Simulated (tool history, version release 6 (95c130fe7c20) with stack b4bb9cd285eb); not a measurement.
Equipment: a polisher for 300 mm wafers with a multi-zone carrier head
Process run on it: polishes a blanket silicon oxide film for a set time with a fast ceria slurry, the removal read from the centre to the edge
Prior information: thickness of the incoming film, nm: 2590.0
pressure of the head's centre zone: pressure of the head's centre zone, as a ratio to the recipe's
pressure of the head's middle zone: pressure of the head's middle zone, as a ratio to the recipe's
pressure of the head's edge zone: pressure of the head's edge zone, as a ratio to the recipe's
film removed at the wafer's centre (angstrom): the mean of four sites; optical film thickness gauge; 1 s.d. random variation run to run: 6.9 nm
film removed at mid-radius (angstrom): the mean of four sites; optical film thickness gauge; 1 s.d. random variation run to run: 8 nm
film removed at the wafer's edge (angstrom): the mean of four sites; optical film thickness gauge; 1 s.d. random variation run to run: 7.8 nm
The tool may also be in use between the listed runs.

| run | hour | flow of slurry (ml/min) | pressure of the head's centre zone | pressure of the head's middle zone | pressure of the head's edge zone | polishing time (s) | film removed at the wafer's centre (angstrom) | film removed at mid-radius (angstrom) | film removed at the wafer's edge (angstrom) |
|---|---|---|---|---|---|---|---|---|---|
| 1 | 0 | 300 | 1 | 1 | 1 | 75 | 7852.8 | 8183.6 | 8227.7 |
| 2 | 5.1 | 360 | 1 | 1 | 1 | 75 | 8168.7 | 8509.1 | 8342 |
| 3 | 14 | 360 | 1 | 1 | 1 | 90 | 9718.1 | 10337 | 9842.4 |
| 4 | 18.2 | 360 | 1.04 | 1 | 1 | 90 | 10022 | 9995.9 | 10079 |
|  | 21.1 | slurry nozzle cleaned |
| 5 | 21.1 | 350 | 1.03 | 0.99 | 1 | 86 | 10068 | 10213 | 9925.4 |
| 6 | 25.5 | 340 | 1.04 | 1.01 | 1.01 | 82 | 9748.8 | 9971.2 | 9726.9 |
| 7 | 32.6 | 345 | 1.02 | 0.99 | 1 | 83 | 9570.7 | 9423.3 | 9759.1 |
| 8 | 41.7 | 345 | 1 | 0.99 | 0.98 | 81 | 9103.8 | 9672.8 | 9327.1 |
| 9 | 45.4 | 350 | 1 | 1 | 1 | 79 | 9052.3 | 9350.5 | 9248.3 |
| 10 | 48.2 | 335 | 0.99 | 0.99 | 0.99 | 76 | 8484.8 | 9064 | 8644.5 |

Forecast run 11:
| 11 | 56.3 | 335 | 0.99 | 1 | 1 | 73 | ? | ? | ? |

{"run 11": {"film removed at the wafer's centre (angstrom)": 8296.4, "film removed at mid-radius (angstrom)": 8454.9, "film removed at the wafer's edge (angstrom)": 8668.3}}
